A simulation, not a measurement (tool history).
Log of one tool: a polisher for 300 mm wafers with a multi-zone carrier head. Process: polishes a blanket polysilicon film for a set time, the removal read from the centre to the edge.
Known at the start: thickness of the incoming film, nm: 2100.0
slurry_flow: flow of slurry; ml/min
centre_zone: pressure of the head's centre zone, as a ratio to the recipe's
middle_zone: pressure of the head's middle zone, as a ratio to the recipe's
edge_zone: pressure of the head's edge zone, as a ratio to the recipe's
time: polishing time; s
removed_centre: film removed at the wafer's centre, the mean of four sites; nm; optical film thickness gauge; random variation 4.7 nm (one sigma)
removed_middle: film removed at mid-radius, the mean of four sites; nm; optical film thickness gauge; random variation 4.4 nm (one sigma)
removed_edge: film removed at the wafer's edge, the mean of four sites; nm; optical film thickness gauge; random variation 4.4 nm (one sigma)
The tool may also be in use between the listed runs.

run	day	slurry_flow	centre_zone	middle_zone	edge_zone	time	removed_centre	removed_middle	removed_edge
1	0.000	240	1.00	1.00	1.00	49	387.48	371.72	373.23
2	0.150	240	1.00	1.07	1.00	49	381.46	389.41	375.22
3	0.250	240	1.00	1.03	1.00	49	382.91	380.74	375.83
4	0.350	260	1.02	1.08	1.00	51	412.73	412.61	393.02
5	0.621	215	1.02	1.08	1.00	51	392.98	398.83	386.06
6	0.975	255	1.03	1.12	1.01	52	421.10	429.18	403.25

Run 7 comes next. What will it give?
7	1.158	280	1.03	1.14	1.01	53	?	?	?

Run 7 gave removed_centre 436.04 nm, removed_middle 437.46 nm, removed_edge 420.90 nm.
